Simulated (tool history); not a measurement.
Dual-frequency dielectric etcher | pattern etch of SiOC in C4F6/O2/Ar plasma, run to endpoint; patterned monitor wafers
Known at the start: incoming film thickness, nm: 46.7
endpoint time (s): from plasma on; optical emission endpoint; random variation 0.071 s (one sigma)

| run | hour | bias power (kW) | source power (kW) | endpoint time (s) |
|---|---|---|---|---|
| 1 | 0.0 | 0.608 | 0.390 | 15.325 |
| 2 | 4.7 | 0.572 | 0.380 | 15.939 |
| 3 | 6.8 | 0.544 | 0.380 | 16.206 |
| 4 | 15.6 | 0.519 | 0.380 | 16.626 |
| 5 | 19.0 | 0.501 | 0.380 | 16.750 |
| 6 | 23.1 | 0.610 | 0.380 | 15.458 |
| 7 | 31.5 | 0.576 | 0.380 | 15.845 |
| 8 | 37.6 | 0.548 | 0.380 | 16.196 |
| 9 | 42.4 | 0.524 | 0.380 | 16.430 |
| 10 | 51.1 | 0.502 | 0.380 | 16.835 |
| 11 | 57.1 | 0.487 | 0.380 | 16.944 |
| 12 | 57.9 | 0.472 | 0.380 | 16.950 |

Forecast run 13:
| 13 | 62.0 | 0.456 | 0.380 | ? |

{"run 13": {"endpoint time (s)": 17.421}}
